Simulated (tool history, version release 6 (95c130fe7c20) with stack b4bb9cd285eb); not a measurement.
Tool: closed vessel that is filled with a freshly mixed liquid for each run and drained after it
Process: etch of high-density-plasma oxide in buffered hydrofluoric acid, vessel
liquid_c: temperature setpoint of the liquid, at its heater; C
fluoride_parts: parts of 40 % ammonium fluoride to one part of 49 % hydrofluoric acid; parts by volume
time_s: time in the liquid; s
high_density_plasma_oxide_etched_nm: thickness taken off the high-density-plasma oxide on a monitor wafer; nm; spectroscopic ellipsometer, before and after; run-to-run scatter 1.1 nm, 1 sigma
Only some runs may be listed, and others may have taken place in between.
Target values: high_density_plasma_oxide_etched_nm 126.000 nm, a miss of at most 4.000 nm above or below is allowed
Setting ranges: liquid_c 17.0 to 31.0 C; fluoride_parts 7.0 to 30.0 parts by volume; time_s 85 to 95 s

run	hour	liquid_c	fluoride_parts	time_s	high_density_plasma_oxide_etched_nm
1	0.0	23.0	19.0	85	62.423
2	8.5	23.0	19.0	85	63.686
3	16.6	23.0	14.5	85	81.931
4	24.7	24.0	14.5	85	86.123
5	30.2	24.0	14.5	85	85.258
6	32.6	24.0	14.5	85	86.105
7	39.8	25.0	14.5	85	91.884
8	47.0	25.5	14.5	85	94.115
9	51.7	26.0	14.5	85	95.538
10	54.0	26.5	14.5	85	98.532
11	54.7	27.0	14.5	85	101.350
12	58.8	27.5	14.5	85	104.110
13	64.5	27.5	14.5	85	105.830
14	66.6	28.0	14.5	85	106.890
15	72.4	28.5	14.5	85	110.490
16	75.3	29.0	14.5	85	114.390
17	78.2	30.0	14.5	85	116.430

4 candidate next runs follow, results not yet known. Just one meets every target within its allowed miss. Identify it.
A	81.1	28.0	14.0	85	?
B	81.1	26.5	13.0	90	?
C	81.1	30.5	15.0	90	?
D	81.1	29.0	15.5	85	?

move	high_density_plasma_oxide_etched_nm
A	110.490
B	116.100
C	124.780
D	105.450
A: moves away from the targets compared with the last run
B: as far off as the last run
C: every result within its allowed miss
D: moves away from the targets compared with the last run
Answer: C
